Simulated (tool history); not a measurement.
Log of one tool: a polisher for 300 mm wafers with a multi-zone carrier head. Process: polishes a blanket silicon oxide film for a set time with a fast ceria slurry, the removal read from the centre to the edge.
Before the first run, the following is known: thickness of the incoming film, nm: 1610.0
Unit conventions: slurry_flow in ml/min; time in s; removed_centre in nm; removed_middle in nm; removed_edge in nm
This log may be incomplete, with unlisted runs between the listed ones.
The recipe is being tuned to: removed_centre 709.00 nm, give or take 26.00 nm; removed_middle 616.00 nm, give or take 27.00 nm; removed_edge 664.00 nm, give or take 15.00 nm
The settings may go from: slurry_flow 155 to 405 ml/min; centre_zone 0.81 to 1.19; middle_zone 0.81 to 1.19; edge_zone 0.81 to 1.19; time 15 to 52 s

run 1 hour=0.0 | slurry_flow=260 centre_zone=1.00 middle_zone=1.00 edge_zone=1.00 time=33 | removed_centre=590.58 removed_middle=587.76 removed_edge=581.77
run 2 hour=3.1 | slurry_flow=265 centre_zone=1.01 middle_zone=1.00 edge_zone=1.02 time=33 | removed_centre=580.85 removed_middle=578.28 removed_edge=588.54
run 3 hour=5.5 | slurry_flow=265 centre_zone=0.97 middle_zone=1.00 edge_zone=1.02 time=33 | removed_centre=567.59 removed_middle=584.61 removed_edge=591.70
run 4 hour=6.2 | slurry_flow=300 centre_zone=0.97 middle_zone=1.00 edge_zone=1.02 time=33 | removed_centre=572.66 removed_middle=604.34 removed_edge=589.05
run 5 hour=14.7 | slurry_flow=300 centre_zone=0.99 middle_zone=1.00 edge_zone=1.03 time=33 | removed_centre=587.75 removed_middle=572.80 removed_edge=594.96
run 6 hour=19.0 | slurry_flow=300 centre_zone=0.99 middle_zone=1.00 edge_zone=1.03 time=41 | removed_centre=724.52 removed_middle=731.27 removed_edge=742.28
run 7 hour=21.6 | slurry_flow=300 centre_zone=0.99 middle_zone=0.99 edge_zone=1.02 time=41 | removed_centre=732.31 removed_middle=727.65 removed_edge=741.38
run 8 hour=29.3 | slurry_flow=300 centre_zone=0.99 middle_zone=0.98 edge_zone=1.01 time=41 | removed_centre=729.55 removed_middle=724.99 removed_edge=738.64
run 9 hour=35.3 | slurry_flow=300 centre_zone=0.99 middle_zone=0.97 edge_zone=1.00 time=41 | removed_centre=730.08 removed_middle=713.75 removed_edge=733.34
run 10 hour=37.6 | slurry_flow=300 centre_zone=0.99 middle_zone=0.96 edge_zone=0.99 time=41 | removed_centre=732.13 removed_middle=716.98 removed_edge=732.95

Which of these 5 next moves meets every target?
run A hour=39.9 | slurry_flow=265 centre_zone=1.08 middle_zone=0.93 edge_zone=1.01 time=37 | removed_centre=? removed_middle=? removed_edge=?
run B hour=39.9 | slurry_flow=340 centre_zone=1.02 middle_zone=1.00 edge_zone=1.04 time=34 | removed_centre=? removed_middle=? removed_edge=?
run C hour=39.9 | slurry_flow=310 centre_zone=1.14 middle_zone=0.88 edge_zone=1.01 time=39 | removed_centre=? removed_middle=? removed_edge=?
run D hour=39.9 | slurry_flow=290 centre_zone=0.90 middle_zone=0.94 edge_zone=0.95 time=40 | removed_centre=? removed_middle=? removed_edge=?
run E hour=39.9 | slurry_flow=290 centre_zone=1.07 middle_zone=0.92 edge_zone=0.91 time=37 | removed_centre=? removed_middle=? removed_edge=?

move=A removed_centre=716.51 removed_middle=605.37 removed_edge=666.65
move=B removed_centre=636.48 removed_middle=603.95 removed_edge=629.22
move=C removed_centre=809.32 removed_middle=617.64 removed_edge=710.47
move=D removed_centre=650.37 removed_middle=666.32 removed_edge=707.89
move=E removed_centre=716.09 removed_middle=604.87 removed_edge=644.41
A: every result within its allowed miss
B: carries the result that was furthest off beyond its target, to the other side
C: nearer the targets than the last run, but a result is still out of spec
D: nearer the targets than the last run, but a result is still out of spec
E: carries the result that was furthest off beyond its target, to the other side
Go with A: it meets all targets.
